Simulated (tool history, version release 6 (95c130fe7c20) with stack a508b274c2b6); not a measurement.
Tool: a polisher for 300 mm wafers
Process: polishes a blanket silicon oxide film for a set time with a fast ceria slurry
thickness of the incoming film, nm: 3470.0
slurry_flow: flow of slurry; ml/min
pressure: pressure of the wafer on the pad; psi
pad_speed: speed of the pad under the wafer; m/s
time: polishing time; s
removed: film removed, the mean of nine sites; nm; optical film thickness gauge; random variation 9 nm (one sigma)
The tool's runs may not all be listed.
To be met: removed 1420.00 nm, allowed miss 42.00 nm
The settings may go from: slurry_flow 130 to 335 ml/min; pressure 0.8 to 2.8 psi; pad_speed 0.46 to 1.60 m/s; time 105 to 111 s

Run 1, hour 0.0: slurry_flow 215 ml/min, pressure 1.8 psi, pad_speed 1.02 m/s, time 105 s. Result: removed 939.24 nm.
Run 2, hour 2.7: slurry_flow 175 ml/min, pressure 1.8 psi, pad_speed 1.02 m/s, time 105 s. Result: removed 902.35 nm.
Run 3, hour 5.0: slurry_flow 200 ml/min, pressure 2.0 psi, pad_speed 1.02 m/s, time 105 s. Result: removed 1012.90 nm.
Run 4, hour 6.2: slurry_flow 200 ml/min, pressure 1.6 psi, pad_speed 1.02 m/s, time 105 s. Result: removed 816.29 nm.
Run 5, hour 9.3: slurry_flow 215 ml/min, pressure 1.9 psi, pad_speed 1.02 m/s, time 105 s. Result: removed 979.09 nm.
Run 6, hour 15.3: slurry_flow 230 ml/min, pressure 2.1 psi, pad_speed 1.02 m/s, time 105 s. Result: removed 1092.20 nm.
Run 7, hour 23.4: slurry_flow 240 ml/min, pressure 2.3 psi, pad_speed 1.02 m/s, time 105 s. Result: removed 1198.50 nm.
Run 8, hour 25.3: slurry_flow 245 ml/min, pressure 2.4 psi, pad_speed 1.02 m/s, time 105 s. Result: removed 1253.00 nm.
Run 9, hour 26.4: slurry_flow 250 ml/min, pressure 2.5 psi, pad_speed 1.02 m/s, time 105 s. Result: removed 1297.20 nm.
Run 10, hour 29.3: slurry_flow 255 ml/min, pressure 2.6 psi, pad_speed 1.02 m/s, time 105 s. Result: removed 1366.20 nm.
Run 11, hour 37.2: slurry_flow 255 ml/min, pressure 2.6 psi, pad_speed 1.02 m/s, time 105 s. Result: removed 1369.20 nm.
Run 12, hour 43.8: slurry_flow 260 ml/min, pressure 2.6 psi, pad_speed 1.02 m/s, time 105 s. Result: removed 1348.20 nm.

4 next moves are on the table. One of them brings every result within its allowed miss. Which?
Run A, hour 50.4: slurry_flow 315 ml/min, pressure 2.6 psi, pad_speed 0.96 m/s, time 105 s. Result: removed ?.
Run B, hour 50.4: slurry_flow 270 ml/min, pressure 2.4 psi, pad_speed 1.00 m/s, time 111 s. Result: removed ?.
Run C, hour 50.4: slurry_flow 250 ml/min, pressure 2.6 psi, pad_speed 1.06 m/s, time 108 s. Result: removed ?.
Run D, hour 50.4: slurry_flow 255 ml/min, pressure 2.3 psi, pad_speed 1.00 m/s, time 108 s. Result: removed ?.

move  removed
   A  1322.90
   B  1314.10
   C  1433.60
   D  1218.90
A: further off than the last run
B: further off than the last run
C: meets every target
D: further off than the last run
Answer: C
